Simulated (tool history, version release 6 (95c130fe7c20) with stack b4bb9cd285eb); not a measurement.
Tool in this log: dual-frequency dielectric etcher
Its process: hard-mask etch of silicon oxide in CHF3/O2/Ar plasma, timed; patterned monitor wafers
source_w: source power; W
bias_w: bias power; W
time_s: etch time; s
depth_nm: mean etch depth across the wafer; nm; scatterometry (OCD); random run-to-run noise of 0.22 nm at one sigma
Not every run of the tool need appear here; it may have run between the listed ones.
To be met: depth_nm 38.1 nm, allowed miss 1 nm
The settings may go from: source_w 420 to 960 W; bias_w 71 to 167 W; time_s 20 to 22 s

| run | hour | source_w | bias_w | time_s | depth_nm |
|---|---|---|---|---|---|
| 1 | 0 | 690 | 119 | 22 | 42.675 |
| 2 | 5.7 | 670 | 117 | 22 | 41.997 |
| 3 | 13.5 | 650 | 116 | 22 | 41.196 |
| 4 | 20.5 | 650 | 116 | 22 | 40.79 |
| 5 | 23.7 | 650 | 132 | 22 | 42.571 |
|  | 32.5 | bias power generator calibrated |
| 6 | 32.5 | 630 | 131 | 22 | 42.372 |
| 7 | 37.6 | 610 | 130 | 22 | 41.497 |
| 8 | 38.6 | 590 | 129 | 22 | 40.762 |

Pick the move, out of 4, that brings all results within their allowed miss; only one does.
| A | 39.6 | 620 | 149 | 21.5 | ? |
| B | 39.6 | 600 | 129 | 22 | ? |
| C | 39.6 | 530 | 116 | 22 | ? |
| D | 39.6 | 690 | 149 | 21 | ? |

| move | depth_nm |
|---|---|
| A | 43.378 |
| B | 41.702 |
| C | 38.123 |
| D | 44.364 |
A: its largest miss is bigger than the last run's
B: its largest miss is bigger than the last run's
C: hits every target within its allowed miss
D: its largest miss is bigger than the last run's
The move that meets every target is C.
